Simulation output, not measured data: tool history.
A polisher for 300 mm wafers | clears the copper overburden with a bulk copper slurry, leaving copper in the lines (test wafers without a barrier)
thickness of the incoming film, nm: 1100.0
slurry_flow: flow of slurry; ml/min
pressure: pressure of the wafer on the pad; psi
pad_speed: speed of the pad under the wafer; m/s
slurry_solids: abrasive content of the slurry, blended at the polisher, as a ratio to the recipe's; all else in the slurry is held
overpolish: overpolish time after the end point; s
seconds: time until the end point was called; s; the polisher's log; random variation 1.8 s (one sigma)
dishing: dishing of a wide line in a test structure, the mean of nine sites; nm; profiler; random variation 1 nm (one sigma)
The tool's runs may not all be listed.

run,hour,slurry_flow,pressure,pad_speed,slurry_solids,overpolish,seconds,dishing
1,0,300,2.9,1.1,1,16,100.49,70.196
2,5.8,300,2.9,1.1,1,21,101.84,76.198
3,8.1,300,2.9,1.1,1,19,103.47,75.637
4,16.2,300,2.9,1.1,1,17,105.98,73.464
5,18.6,300,2.8,1.14,1,15,107.45,68.194
6,26.4,300,3.2,1.14,1,15,92.682,72.591
7,33.1,300,2.7,1.12,1,7,109.45,42.482
8,38.9,300,2.7,1.12,1,8,106.49,46.642

Run 9 comes next. What will it give?
9,42.9,300,2.7,1.12,1,9,?,?

{"run 9": {"seconds": 109.89, "dishing": 50.441}}
